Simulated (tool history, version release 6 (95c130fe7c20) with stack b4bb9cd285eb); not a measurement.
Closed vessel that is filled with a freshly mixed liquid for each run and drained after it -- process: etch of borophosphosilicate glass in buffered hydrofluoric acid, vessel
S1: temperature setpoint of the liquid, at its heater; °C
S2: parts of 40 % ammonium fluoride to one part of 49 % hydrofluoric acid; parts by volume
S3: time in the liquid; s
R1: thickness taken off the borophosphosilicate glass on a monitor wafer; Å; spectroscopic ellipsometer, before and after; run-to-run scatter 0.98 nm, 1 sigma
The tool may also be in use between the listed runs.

run  hour    S1    S2  S3      R1
  1   0.0  22.0  10.0  85  1241.8
  2   1.5  19.0  10.0  85  1055.7
  3   9.0  22.0  10.0  85  1248.3
  4  16.1  22.0   8.5  85  1419.2
  5  21.7  23.0   8.5  85  1495.5
  6  25.3  23.0  10.0  85  1315.8
  7  33.6  23.5  10.0  85  1342.6
  8  36.5  24.0  10.0  85  1373.2
  9  37.7  24.5  10.0  85  1425.2
     39.5  -- hydrofluoric acid flow meter replaced
 10  39.5  25.0  10.0  85  1605.7

Forecast run 11:
 11  44.2  25.5  10.0  85   ?

Run 11 yielded R1 1635.4 Å.
